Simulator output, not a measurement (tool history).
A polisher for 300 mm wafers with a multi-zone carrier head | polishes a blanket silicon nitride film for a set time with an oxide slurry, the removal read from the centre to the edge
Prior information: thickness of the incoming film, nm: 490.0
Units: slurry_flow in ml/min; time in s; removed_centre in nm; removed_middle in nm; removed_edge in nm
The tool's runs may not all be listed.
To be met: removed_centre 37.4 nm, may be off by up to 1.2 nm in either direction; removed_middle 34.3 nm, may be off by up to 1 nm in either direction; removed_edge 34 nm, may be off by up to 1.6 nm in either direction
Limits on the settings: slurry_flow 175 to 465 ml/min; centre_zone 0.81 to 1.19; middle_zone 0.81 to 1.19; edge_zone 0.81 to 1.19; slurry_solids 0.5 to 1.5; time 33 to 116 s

run 1 hour=0 | slurry_flow=295 centre_zone=1 middle_zone=1 edge_zone=1 slurry_solids=1 time=74 | removed_centre=41.202 removed_middle=41.162 removed_edge=40.759
run 2 hour=1.8 | slurry_flow=255 centre_zone=1 middle_zone=1 edge_zone=1 slurry_solids=1 time=74 | removed_centre=39.471 removed_middle=39.741 removed_edge=40.242
run 3 hour=6.1 | slurry_flow=255 centre_zone=1.01 middle_zone=0.99 edge_zone=0.98 slurry_solids=0.95 time=74 | removed_centre=39.958 removed_middle=39.004 removed_edge=38.119
run 4 hour=10.2 | slurry_flow=255 centre_zone=1.01 middle_zone=0.99 edge_zone=0.98 slurry_solids=0.85 time=74 | removed_centre=37.866 removed_middle=36.795 removed_edge=36.077
run 5 hour=12.8 | slurry_flow=255 centre_zone=1.01 middle_zone=0.99 edge_zone=0.98 slurry_solids=1 time=74 | removed_centre=40.515 removed_middle=40.504 removed_edge=38.71
run 6 hour=19.7 | slurry_flow=255 centre_zone=1.01 middle_zone=0.91 edge_zone=0.98 slurry_solids=1 time=74 | removed_centre=41.066 removed_middle=36.854 removed_edge=38.793
run 7 hour=26.1 | slurry_flow=250 centre_zone=1 middle_zone=0.91 edge_zone=0.97 slurry_solids=1 time=74 | removed_centre=40.594 removed_middle=37.225 removed_edge=38.754
run 8 hour=33.2 | slurry_flow=255 centre_zone=0.99 middle_zone=0.88 edge_zone=0.87 slurry_solids=0.8 time=74 | removed_centre=35.327 removed_middle=32.248 removed_edge=33.973
run 9 hour=37.5 | slurry_flow=260 centre_zone=1 middle_zone=0.89 edge_zone=0.87 slurry_solids=0.8 time=74 | removed_centre=35.578 removed_middle=32.576 removed_edge=32.978
run 10 hour=38.1 | slurry_flow=265 centre_zone=1 middle_zone=0.9 edge_zone=0.88 slurry_solids=0.8 time=74 | removed_centre=35.969 removed_middle=32.668 removed_edge=33.032
run 11 hour=42.2 | slurry_flow=265 centre_zone=1 middle_zone=0.91 edge_zone=0.89 slurry_solids=0.8 time=74 | removed_centre=36.478 removed_middle=33.833 removed_edge=32.7
run 12 hour=47.4 | slurry_flow=275 centre_zone=1 middle_zone=0.89 edge_zone=0.94 slurry_solids=0.85 time=74 | removed_centre=37.749 removed_middle=33.846 removed_edge=35.543

4 next moves are on the table. One of them brings every result within its allowed miss. Which?
run A hour=52.6 | slurry_flow=215 centre_zone=1.04 middle_zone=0.81 edge_zone=0.91 slurry_solids=0.75 time=81 | removed_centre=? removed_middle=? removed_edge=?
run B hour=52.6 | slurry_flow=295 centre_zone=1.03 middle_zone=0.93 edge_zone=0.94 slurry_solids=0.8 time=74 | removed_centre=? removed_middle=? removed_edge=?
run C hour=52.6 | slurry_flow=315 centre_zone=0.98 middle_zone=0.85 edge_zone=0.93 slurry_solids=1 time=73 | removed_centre=? removed_middle=? removed_edge=?
run D hour=52.6 | slurry_flow=270 centre_zone=0.99 middle_zone=0.81 edge_zone=1.04 slurry_solids=0.85 time=77 | removed_centre=? removed_middle=? removed_edge=?

move=A removed_centre=38.058 removed_middle=30.742 removed_edge=35.563
move=B removed_centre=37.444 removed_middle=34.035 removed_edge=35.2
move=C removed_centre=39.731 removed_middle=35.248 removed_edge=39.061
move=D removed_centre=38.235 removed_middle=32.341 removed_edge=39.351
A: corrects the largest miss of the last run, while another result sits out of spec
B: every result within its allowed miss
C: the biggest miss grows against the last run
D: the biggest miss grows against the last run
Answer: B
